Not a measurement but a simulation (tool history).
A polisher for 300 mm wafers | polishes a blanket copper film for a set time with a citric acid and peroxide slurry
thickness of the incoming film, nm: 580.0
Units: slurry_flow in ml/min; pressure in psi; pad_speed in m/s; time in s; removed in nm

| run | hour | slurry_flow | pressure | pad_speed | slurry_solids | time | removed |
|---|---|---|---|---|---|---|---|
| 1 | 0 | 165 | 2 | 0.88 | 1 | 103 | 164.49 |
| 2 | 5.3 | 165 | 2 | 0.88 | 0.9 | 103 | 162.23 |
| 3 | 9.4 | 165 | 2 | 0.88 | 0.7 | 103 | 153.68 |
| 4 | 16.8 | 165 | 2 | 1 | 0.7 | 103 | 174.23 |
| 5 | 23.6 | 165 | 2.3 | 1 | 0.7 | 103 | 191.41 |
| 6 | 26 | 155 | 1.8 | 0.86 | 0.7 | 103 | 140.71 |
| 7 | 33.7 | 155 | 1.5 | 0.76 | 0.7 | 103 | 111.61 |

Forecast run 8:
| 8 | 38 | 155 | 1.3 | 0.7 | 0.7 | 103 | ? |

{"run 8": {"removed": 95.232}}
